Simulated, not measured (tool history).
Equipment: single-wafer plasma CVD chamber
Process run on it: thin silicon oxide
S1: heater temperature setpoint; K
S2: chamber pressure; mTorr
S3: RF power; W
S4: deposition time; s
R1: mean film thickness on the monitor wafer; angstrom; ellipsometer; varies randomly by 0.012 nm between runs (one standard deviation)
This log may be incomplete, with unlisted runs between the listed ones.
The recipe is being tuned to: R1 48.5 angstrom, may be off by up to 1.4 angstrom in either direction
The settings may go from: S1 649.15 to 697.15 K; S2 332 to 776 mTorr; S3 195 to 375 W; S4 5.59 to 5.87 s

run	hour	S1	S2	S3	S4	R1
1	0	673.15	554	285	5.87	69.663
2	1	673.15	519	285	5.86	65.44
3	4.9	663.15	519	285	5.86	65.638
4	8.5	663.15	519	285	5.59	62.834
5	9.2	663.15	493	285	5.59	59.802
6	16	663.15	493	285	5.59	59.798
7	18.3	663.15	472	285	5.59	57.507
8	26	663.15	455	285	5.59	55.526
9	31.7	663.15	442	285	5.59	53.844
10	33.6	663.15	383	280	5.59	46.429
11	41.4	663.15	387	280	5.59	46.67

4 next moves are on the table. One of them brings every result within its allowed miss. Which?
A	49.2	666.15	362	290	5.59	?
B	49.2	654.15	373	290	5.59	?
C	49.2	666.15	381	280	5.87	?
D	49.2	661.15	362	305	5.59	?

move	R1
A	44.359
B	46.057
C	48.402
D	45.278
A: misses by more than the last run did
B: misses by more than the last run did
C: every result within its allowed miss
D: misses by more than the last run did
Go with C: it meets all targets.
